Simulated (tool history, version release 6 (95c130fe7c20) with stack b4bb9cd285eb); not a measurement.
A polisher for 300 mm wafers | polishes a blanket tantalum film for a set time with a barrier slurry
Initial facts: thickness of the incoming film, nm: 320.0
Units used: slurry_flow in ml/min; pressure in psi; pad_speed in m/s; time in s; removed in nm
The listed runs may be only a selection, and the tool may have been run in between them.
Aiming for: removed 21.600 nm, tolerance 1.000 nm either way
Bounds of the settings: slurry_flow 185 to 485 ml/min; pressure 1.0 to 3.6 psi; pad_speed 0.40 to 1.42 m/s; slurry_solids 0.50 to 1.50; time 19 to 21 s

| run | hour | slurry_flow | pressure | pad_speed | slurry_solids | time | removed |
|---|---|---|---|---|---|---|---|
| 1 | 0.0 | 310 | 2.3 | 0.90 | 1.00 | 21 | 36.143 |
| 2 | 7.5 | 310 | 2.3 | 0.90 | 1.00 | 21 | 37.206 |
| 3 | 15.5 | 310 | 2.3 | 0.90 | 1.10 | 21 | 37.974 |
| 4 | 17.1 | 310 | 1.9 | 0.88 | 1.10 | 21 | 31.401 |
| 5 | 20.3 | 310 | 1.9 | 1.02 | 1.10 | 21 | 35.751 |
| 6 | 28.3 | 310 | 1.9 | 1.02 | 1.25 | 21 | 37.335 |
| 7 | 34.3 | 310 | 1.6 | 0.96 | 1.25 | 21 | 30.071 |
| 8 | 40.0 | 310 | 1.0 | 0.90 | 1.25 | 21 | 17.524 |
| 9 | 47.1 | 310 | 1.1 | 0.90 | 1.25 | 21 | 18.934 |

Which one of the following 4 next-run settings gets every result inside its allowed miss? There is exactly one.
| A | 54.2 | 290 | 1.1 | 0.94 | 1.30 | 19 | ? |
| B | 54.2 | 290 | 1.6 | 0.72 | 1.20 | 21 | ? |
| C | 54.2 | 330 | 1.2 | 1.06 | 1.10 | 21 | ? |
| D | 54.2 | 280 | 1.2 | 1.06 | 1.40 | 21 | ? |

| move | removed |
|---|---|
| A | 18.600 |
| B | 22.241 |
| C | 24.264 |
| D | 25.446 |
A: lands further from the targets than the last run did
B: hits every target within its allowed miss
C: carries the result that was furthest off beyond its target, to the other side
D: carries the result that was furthest off beyond its target, to the other side
B is the move that brings every result within its allowed miss.
